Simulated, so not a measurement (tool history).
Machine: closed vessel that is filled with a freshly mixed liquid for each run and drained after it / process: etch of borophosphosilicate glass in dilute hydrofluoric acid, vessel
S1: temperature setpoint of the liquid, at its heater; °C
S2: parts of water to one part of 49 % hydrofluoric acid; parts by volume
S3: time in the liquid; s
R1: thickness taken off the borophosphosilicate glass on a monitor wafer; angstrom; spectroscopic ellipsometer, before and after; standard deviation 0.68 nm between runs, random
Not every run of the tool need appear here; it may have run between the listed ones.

run,hour,S1,S2,S3,R1
1,0,21,90,100,387.24
2,6.7,23,80,100,480.55
3,15.5,24.5,75,100,546.46
4,18.9,24.5,90,100,441.74
5,27.4,25.5,80,100,522.47
6,35.1,22,80,100,467.58

For run 7, what comes out?
7,42.6,23.5,75,100,?

R1: 533.26 angstrom
